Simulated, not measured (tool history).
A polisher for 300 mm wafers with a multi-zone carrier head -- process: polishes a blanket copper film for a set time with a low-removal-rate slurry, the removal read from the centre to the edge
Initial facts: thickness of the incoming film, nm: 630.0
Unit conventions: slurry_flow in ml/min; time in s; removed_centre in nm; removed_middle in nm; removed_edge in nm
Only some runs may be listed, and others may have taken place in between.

{"run": 1, "hour": 0.0, "slurry_flow": 240, "centre_zone": 1.0, "middle_zone": 1.0, "edge_zone": 1.0, "slurry_solids": 1.0, "time": 49, "removed_centre": 93.564, "removed_middle": 91.725, "removed_edge": 93.495}
{"run": 2, "hour": 6.5, "slurry_flow": 250, "centre_zone": 0.98, "middle_zone": 1.02, "edge_zone": 1.03, "slurry_solids": 1.05, "time": 49, "removed_centre": 93.91, "removed_middle": 94.684, "removed_edge": 97.121}
{"run": 3, "hour": 10.6, "slurry_flow": 255, "centre_zone": 0.96, "middle_zone": 1.04, "edge_zone": 1.05, "slurry_solids": 1.05, "time": 49, "removed_centre": 90.484, "removed_middle": 96.318, "removed_edge": 95.386}
{"run": 4, "hour": 19.6, "slurry_flow": 255, "centre_zone": 0.96, "middle_zone": 1.04, "edge_zone": 0.97, "slurry_solids": 1.05, "time": 49, "removed_centre": 91.858, "removed_middle": 97.375, "removed_edge": 93.298}
{"run": 5, "hour": 22.3, "slurry_flow": 255, "centre_zone": 0.96, "middle_zone": 1.04, "edge_zone": 0.97, "slurry_solids": 1.05, "time": 43, "removed_centre": 80.554, "removed_middle": 83.965, "removed_edge": 82.13}
{"run": 6, "hour": 23.2, "slurry_flow": 255, "centre_zone": 0.96, "middle_zone": 1.04, "edge_zone": 0.97, "slurry_solids": 1.05, "time": 37, "removed_centre": 69.323, "removed_middle": 73.017, "removed_edge": 68.662}
{"run": 7, "hour": 26.2, "slurry_flow": 245, "centre_zone": 0.95, "middle_zone": 1.05, "edge_zone": 1.0, "slurry_solids": 1.15, "time": 40, "removed_centre": 74.964, "removed_middle": 81.216, "removed_edge": 79.333}
{"run": 8, "hour": 30.4, "slurry_flow": 230, "centre_zone": 0.96, "middle_zone": 1.07, "edge_zone": 1.03, "slurry_solids": 1.25, "time": 41, "removed_centre": 79.783, "removed_middle": 85.011, "removed_edge": 83.95}
{"run": 9, "hour": 33.0, "slurry_flow": 225, "centre_zone": 0.95, "middle_zone": 1.09, "edge_zone": 1.06, "slurry_solids": 1.3, "time": 42, "removed_centre": 82.354, "removed_middle": 86.965, "removed_edge": 86.694}

Run 10 is up next; what results do you expect?
{"run": 10, "hour": 36.6, "slurry_flow": 295, "centre_zone": 0.85, "middle_zone": 1.18, "edge_zone": 1.16, "slurry_solids": 1.5, "time": 48, "removed_centre": "?", "removed_middle": "?", "removed_edge": "?"}

Run 10 came out at removed_centre 91.450 nm, removed_middle 112.660 nm, removed_edge 110.740 nm.

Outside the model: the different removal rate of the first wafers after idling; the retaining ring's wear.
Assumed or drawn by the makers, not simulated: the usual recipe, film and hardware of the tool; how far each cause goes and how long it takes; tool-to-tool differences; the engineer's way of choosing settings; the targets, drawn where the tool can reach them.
